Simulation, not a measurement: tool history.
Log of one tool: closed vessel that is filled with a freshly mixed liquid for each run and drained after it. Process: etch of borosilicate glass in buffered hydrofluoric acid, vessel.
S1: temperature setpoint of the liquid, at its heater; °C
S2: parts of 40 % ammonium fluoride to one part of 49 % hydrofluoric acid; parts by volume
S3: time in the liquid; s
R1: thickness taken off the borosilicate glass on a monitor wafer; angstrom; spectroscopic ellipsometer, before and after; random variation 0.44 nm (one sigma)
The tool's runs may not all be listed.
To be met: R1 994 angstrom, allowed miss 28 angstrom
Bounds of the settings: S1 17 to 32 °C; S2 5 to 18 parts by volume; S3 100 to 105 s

run	hour	S1	S2	S3	R1
1	0	24	11	100	1248.5
2	9	22.5	11	100	1140.2
3	18	22.5	11	105	1207.7
4	24	24	11	105	1308.7
5	25.3	24	11	105	1306.9
6	27.3	22.5	11	105	1219.5
7	30.3	21.5	11	105	1135.8
8	35.1	21	11	105	1103.6
9	40.4	20.5	11	105	1083
10	48.4	20	11	105	1048.8
11	52.3	19.5	11	105	1024.3

4 next moves are on the table. One of them brings every result within its allowed miss. Which?
A	56.2	20.5	11.5	100	?
B	56.2	20.5	11	105	?
C	56.2	19.5	11.5	100	?
D	56.2	19.5	10.5	105	?

move	R1
A	981.81
B	1077.2
C	929.44
D	1067.8
A: meets every target
B: further off than the last run
C: takes the result that was furthest off past its target
D: further off than the last run
Move A is the one to make.
